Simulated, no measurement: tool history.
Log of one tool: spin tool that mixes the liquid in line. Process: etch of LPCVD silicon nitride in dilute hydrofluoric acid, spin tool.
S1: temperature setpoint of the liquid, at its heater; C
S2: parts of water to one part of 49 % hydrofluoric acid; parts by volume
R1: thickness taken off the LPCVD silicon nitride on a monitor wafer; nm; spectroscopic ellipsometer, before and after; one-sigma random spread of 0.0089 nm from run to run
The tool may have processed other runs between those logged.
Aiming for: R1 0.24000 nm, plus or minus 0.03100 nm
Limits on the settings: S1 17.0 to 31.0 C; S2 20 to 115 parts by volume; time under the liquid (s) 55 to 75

{"run": 1, "day": 0.0, "S1": 23.0, "S2": 65, "time under the liquid (s)": 75, "R1": 0.45481}
{"run": 2, "day": 0.025, "S1": 20.0, "S2": 65, "time under the liquid (s)": 75, "R1": 0.34986}
{"run": 3, "day": 0.154, "S1": 19.5, "S2": 70, "time under the liquid (s)": 70, "R1": 0.30503}
{"run": 4, "day": 0.354, "S1": 21.5, "S2": 70, "time under the liquid (s)": 70, "R1": 0.33083}
{"run": 5, "day": 0.396, "S1": 21.0, "S2": 70, "time under the liquid (s)": 70, "R1": 0.30749}
{"run": 6, "day": 0.646, "S1": 21.0, "S2": 55, "time under the liquid (s)": 70, "R1": 0.41065}
{"run": 7, "day": 0.683, "S1": 20.0, "S2": 60, "time under the liquid (s)": 65, "R1": 0.32983}
{"run": 8, "day": 0.904, "S1": 19.5, "S2": 60, "time under the liquid (s)": 65, "R1": 0.33288}
{"run": 9, "day": 1.25, "S1": 18.0, "S2": 75, "time under the liquid (s)": 55, "R1": 0.18592}
{"run": 10, "day": 1.492, "S1": 18.5, "S2": 75, "time under the liquid (s)": 55, "R1": 0.19945}
{"run": 11, "day": 1.812, "S1": 19.0, "S2": 75, "time under the liquid (s)": 55, "R1": 0.20427}

Which one of the following 5 next-run settings gets every result inside its allowed miss? There is exactly one.
{"run": "A", "day": 2.133, "S1": 17.5, "S2": 80, "time under the liquid (s)": 55, "R1": "?"}
{"run": "B", "day": 2.133, "S1": 20.0, "S2": 90, "time under the liquid (s)": 55, "R1": "?"}
{"run": "C", "day": 2.133, "S1": 18.0, "S2": 80, "time under the liquid (s)": 75, "R1": "?"}
{"run": "D", "day": 2.133, "S1": 21.0, "S2": 115, "time under the liquid (s)": 55, "R1": "?"}
{"run": "E", "day": 2.133, "S1": 19.0, "S2": 85, "time under the liquid (s)": 55, "R1": "?"}

move=A R1=0.17931
move=B R1=0.19008
move=C R1=0.25321
move=D R1=0.16007
move=E R1=0.18763
A: misses by more than the last run did
B: misses by more than the last run did
C: every result lands within tolerance
D: misses by more than the last run did
E: misses by more than the last run did
C is the move that brings every result within its allowed miss.
